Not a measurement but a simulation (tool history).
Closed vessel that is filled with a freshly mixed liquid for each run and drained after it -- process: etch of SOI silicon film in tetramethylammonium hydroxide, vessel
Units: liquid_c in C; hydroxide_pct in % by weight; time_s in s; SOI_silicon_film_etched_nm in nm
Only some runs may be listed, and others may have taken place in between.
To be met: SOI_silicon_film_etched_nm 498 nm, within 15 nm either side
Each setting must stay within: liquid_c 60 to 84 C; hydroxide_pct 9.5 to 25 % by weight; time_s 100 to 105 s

{"run": 1, "hour": 0.0, "liquid_c": 73, "hydroxide_pct": 18.5, "time_s": 100, "SOI_silicon_film_etched_nm": 616}
{"run": 2, "hour": 5.8, "liquid_c": 72.5, "hydroxide_pct": 18.5, "time_s": 100, "SOI_silicon_film_etched_nm": 604.98}
{"run": 3, "hour": 7.6, "liquid_c": 72.5, "hydroxide_pct": 18.5, "time_s": 100, "SOI_silicon_film_etched_nm": 601.56}
{"run": 4, "hour": 8.7, "liquid_c": 72.5, "hydroxide_pct": 20, "time_s": 100, "SOI_silicon_film_etched_nm": 584.84}
{"run": 5, "hour": 10.0, "liquid_c": 72.5, "hydroxide_pct": 23, "time_s": 100, "SOI_silicon_film_etched_nm": 531.64}
{"run": 6, "hour": 17.6, "liquid_c": 77.5, "hydroxide_pct": 23, "time_s": 100, "SOI_silicon_film_etched_nm": 698.97}
{"run": 7, "hour": 20.5, "liquid_c": 77, "hydroxide_pct": 23, "time_s": 100, "SOI_silicon_film_etched_nm": 683.48}
{"run": 8, "hour": 21.7, "liquid_c": 70.5, "hydroxide_pct": 23.5, "time_s": 100, "SOI_silicon_film_etched_nm": 449.25}
{"run": 9, "hour": 29.7, "liquid_c": 72.5, "hydroxide_pct": 23.5, "time_s": 100, "SOI_silicon_film_etched_nm": 517}

Which one of the following 4 next-run settings gets every result inside its allowed miss? There is exactly one.
{"run": "A", "hour": 37.7, "liquid_c": 73, "hydroxide_pct": 23, "time_s": 100, "SOI_silicon_film_etched_nm": "?"}
{"run": "B", "hour": 37.7, "liquid_c": 68, "hydroxide_pct": 18, "time_s": 105, "SOI_silicon_film_etched_nm": "?"}
{"run": "C", "hour": 37.7, "liquid_c": 71.5, "hydroxide_pct": 24.5, "time_s": 100, "SOI_silicon_film_etched_nm": "?"}
{"run": "D", "hour": 37.7, "liquid_c": 74.5, "hydroxide_pct": 25, "time_s": 100, "SOI_silicon_film_etched_nm": "?"}

move=A SOI_silicon_film_etched_nm=540.13
move=B SOI_silicon_film_etched_nm=487.13
move=C SOI_silicon_film_etched_nm=457.39
move=D SOI_silicon_film_etched_nm=529.86
A: the biggest miss grows against the last run
B: meets every target
C: carries the result that was furthest off beyond its target, to the other side
D: the biggest miss grows against the last run
Move B is the one to make.

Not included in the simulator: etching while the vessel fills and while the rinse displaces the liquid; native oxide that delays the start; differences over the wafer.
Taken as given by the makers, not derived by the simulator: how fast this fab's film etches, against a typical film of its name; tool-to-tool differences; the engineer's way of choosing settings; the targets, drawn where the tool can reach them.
